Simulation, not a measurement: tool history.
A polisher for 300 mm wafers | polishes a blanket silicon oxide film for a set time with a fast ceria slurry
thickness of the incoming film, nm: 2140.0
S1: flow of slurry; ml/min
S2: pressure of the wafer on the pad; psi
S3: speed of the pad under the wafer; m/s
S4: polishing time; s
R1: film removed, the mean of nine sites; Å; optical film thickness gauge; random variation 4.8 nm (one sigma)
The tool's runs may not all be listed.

run,hour,S1,S2,S3,S4,R1
1,0,260,1.9,1.18,81,9699.1
2,4.5,285,1.9,1.18,81,9508.9
3,9.9,285,1.9,1.06,81,8535.5
4,16.5,325,1.9,1.06,81,8710.9
5,18.8,325,1.7,0.98,81,7253.6
6,20.2,325,1.7,0.98,85,7574.5
7,26.2,325,1.6,0.92,85,6910.2
8,27.3,325,1.5,0.86,85,6100.1

Run 9 comes next. What will it give?
9,35.8,325,1.4,0.82,85,?

Run 9 gave R1 5643.4 Å.

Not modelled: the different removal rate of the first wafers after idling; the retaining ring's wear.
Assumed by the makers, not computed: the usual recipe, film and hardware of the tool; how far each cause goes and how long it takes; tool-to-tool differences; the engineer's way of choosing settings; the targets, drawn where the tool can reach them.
